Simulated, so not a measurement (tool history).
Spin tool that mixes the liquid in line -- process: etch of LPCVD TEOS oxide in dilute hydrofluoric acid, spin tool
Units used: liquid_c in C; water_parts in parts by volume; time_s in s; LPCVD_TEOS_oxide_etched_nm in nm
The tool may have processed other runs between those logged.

run 1 hour=0.0 | liquid_c=23.0 water_parts=75 time_s=75 | LPCVD_TEOS_oxide_etched_nm=23.899
run 2 hour=7.8 | liquid_c=22.0 water_parts=75 time_s=75 | LPCVD_TEOS_oxide_etched_nm=22.759
run 3 hour=16.3 | liquid_c=21.0 water_parts=75 time_s=75 | LPCVD_TEOS_oxide_etched_nm=22.016
run 4 hour=25.0 | liquid_c=21.0 water_parts=50 time_s=75 | LPCVD_TEOS_oxide_etched_nm=33.656
run 5 hour=28.0 | liquid_c=20.0 water_parts=55 time_s=75 | LPCVD_TEOS_oxide_etched_nm=29.678
run 6 hour=34.4 | liquid_c=19.5 water_parts=60 time_s=75 | LPCVD_TEOS_oxide_etched_nm=26.267
run 7 hour=38.6 | liquid_c=19.0 water_parts=65 time_s=75 | LPCVD_TEOS_oxide_etched_nm=23.505

Estimate the outcome of run 8 from the log above:
run 8 hour=46.2 | liquid_c=18.5 water_parts=70 time_s=75 | LPCVD_TEOS_oxide_etched_nm=?

Run 8 yielded LPCVD_TEOS_oxide_etched_nm 21.512 nm.
